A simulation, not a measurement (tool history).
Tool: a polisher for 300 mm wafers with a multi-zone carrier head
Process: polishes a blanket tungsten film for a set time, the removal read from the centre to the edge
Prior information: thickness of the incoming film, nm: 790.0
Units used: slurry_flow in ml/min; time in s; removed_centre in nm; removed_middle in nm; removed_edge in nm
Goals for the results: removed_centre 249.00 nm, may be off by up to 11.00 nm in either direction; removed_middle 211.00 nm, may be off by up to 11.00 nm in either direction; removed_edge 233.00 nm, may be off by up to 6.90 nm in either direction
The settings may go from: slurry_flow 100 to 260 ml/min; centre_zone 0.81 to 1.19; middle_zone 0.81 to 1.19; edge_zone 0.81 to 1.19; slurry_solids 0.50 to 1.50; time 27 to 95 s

{"run": 1, "hour": 0.0, "slurry_flow": 165, "centre_zone": 1.0, "middle_zone": 1.0, "edge_zone": 1.0, "slurry_solids": 1.0, "time": 61, "removed_centre": 263.62, "removed_middle": 263.32, "removed_edge": 271.38}
{"run": 2, "hour": 5.6, "slurry_flow": 165, "centre_zone": 1.0, "middle_zone": 0.92, "edge_zone": 1.0, "slurry_solids": 1.0, "time": 61, "removed_centre": 263.69, "removed_middle": 248.87, "removed_edge": 278.13}
{"run": 3, "hour": 11.0, "slurry_flow": 165, "centre_zone": 1.0, "middle_zone": 0.86, "edge_zone": 1.0, "slurry_solids": 1.0, "time": 61, "removed_centre": 262.77, "removed_middle": 241.13, "removed_edge": 272.29}
{"run": 4, "hour": 13.6, "slurry_flow": 160, "centre_zone": 1.01, "middle_zone": 0.85, "edge_zone": 0.98, "slurry_solids": 0.95, "time": 61, "removed_centre": 261.12, "removed_middle": 230.87, "removed_edge": 269.51}
{"run": 5, "hour": 18.5, "slurry_flow": 160, "centre_zone": 1.02, "middle_zone": 0.86, "edge_zone": 0.95, "slurry_solids": 0.9, "time": 60, "removed_centre": 258.76, "removed_middle": 234.14, "removed_edge": 257.05}
{"run": 6, "hour": 21.6, "slurry_flow": 160, "centre_zone": 1.02, "middle_zone": 0.83, "edge_zone": 0.95, "slurry_solids": 0.9, "time": 60, "removed_centre": 261.24, "removed_middle": 218.23, "removed_edge": 256.43}
{"run": 7, "hour": 25.0, "slurry_flow": 155, "centre_zone": 1.02, "middle_zone": 0.84, "edge_zone": 0.93, "slurry_solids": 0.9, "time": 60, "removed_centre": 255.4, "removed_middle": 226.11, "removed_edge": 254.64}
{"run": 8, "hour": 28.4, "slurry_flow": 150, "centre_zone": 1.03, "middle_zone": 0.84, "edge_zone": 0.92, "slurry_solids": 0.85, "time": 60, "removed_centre": 247.36, "removed_middle": 217.53, "removed_edge": 247.59}
{"run": 9, "hour": 30.2, "slurry_flow": 150, "centre_zone": 1.04, "middle_zone": 0.84, "edge_zone": 0.91, "slurry_solids": 0.85, "time": 60, "removed_centre": 253.58, "removed_middle": 221.94, "removed_edge": 245.46}
{"run": 10, "hour": 33.1, "slurry_flow": 145, "centre_zone": 1.05, "middle_zone": 0.83, "edge_zone": 0.9, "slurry_solids": 0.85, "time": 60, "removed_centre": 254.08, "removed_middle": 220.89, "removed_edge": 243.42}
{"run": 11, "hour": 33.8, "slurry_flow": 140, "centre_zone": 1.06, "middle_zone": 0.82, "edge_zone": 0.89, "slurry_solids": 0.8, "time": 60, "removed_centre": 250.89, "removed_middle": 213.28, "removed_edge": 241.67}
{"run": 12, "hour": 39.7, "slurry_flow": 135, "centre_zone": 1.08, "middle_zone": 0.84, "edge_zone": 0.83, "slurry_solids": 0.75, "time": 59, "removed_centre": 250.21, "removed_middle": 209.05, "removed_edge": 223.94}

Consider the 4 candidate settings below. Which is the only one whose results all fall within their allowed miss of target?
{"run": "A", "hour": 45.6, "slurry_flow": 205, "centre_zone": 1.02, "middle_zone": 0.81, "edge_zone": 0.83, "slurry_solids": 0.65, "time": 58, "removed_centre": "?", "removed_middle": "?", "removed_edge": "?"}
{"run": "B", "hour": 45.6, "slurry_flow": 150, "centre_zone": 0.94, "middle_zone": 0.83, "edge_zone": 0.87, "slurry_solids": 0.8, "time": 58, "removed_centre": "?", "removed_middle": "?", "removed_edge": "?"}
{"run": "C", "hour": 45.6, "slurry_flow": 135, "centre_zone": 0.94, "middle_zone": 0.81, "edge_zone": 0.96, "slurry_solids": 0.9, "time": 61, "removed_centre": "?", "removed_middle": "?", "removed_edge": "?"}
{"run": "D", "hour": 45.6, "slurry_flow": 135, "centre_zone": 1.1, "middle_zone": 0.87, "edge_zone": 1.03, "slurry_solids": 0.5, "time": 61, "removed_centre": "?", "removed_middle": "?", "removed_edge": "?"}

move=A removed_centre=249.35 removed_middle=211.69 removed_edge=234.86
move=B removed_centre=222.49 removed_middle=209.03 removed_edge=236.11
move=C removed_centre=231.27 removed_middle=214.19 removed_edge=259.56
move=D removed_centre=250.46 removed_middle=210.49 removed_edge=250.60
A: all results in spec
B: the furthest-off result lands on target, but another misses its tolerance
C: pushes the last run's worst result past its target
D: pushes the last run's worst result past its target
The move that meets every target is A.
